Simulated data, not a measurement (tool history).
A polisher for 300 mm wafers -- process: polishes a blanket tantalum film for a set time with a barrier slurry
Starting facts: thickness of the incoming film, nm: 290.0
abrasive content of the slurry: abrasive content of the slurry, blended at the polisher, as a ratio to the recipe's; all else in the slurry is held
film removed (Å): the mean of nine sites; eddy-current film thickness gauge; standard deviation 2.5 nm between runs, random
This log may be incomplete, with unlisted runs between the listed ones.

run,hour,flow of slurry (ml/min),pressure of the wafer on the pad (kPa),speed of the pad under the wafer (m/s),abrasive content of the slurry,polishing time (s),film removed (Å)
1,0,215,16.5,1.24,1,53,1502.3
2,7.2,180,16.5,1.24,1,53,1475.6
3,13.4,180,16.5,1.24,1,56,1584.1
4,18.2,180,17.2,1.24,1,56,1615.2
5,27.2,180,17.2,1.04,1,56,1383.2
6,34.5,180,17.2,0.92,1,56,1272.3
7,39.5,180,18.6,0.92,1,56,1363.2
8,41.4,180,20,0.92,1,56,1463.1

Forecast run 9:
9,42.1,180,24.1,0.96,1,56,?

film removed (Å): 1776.7
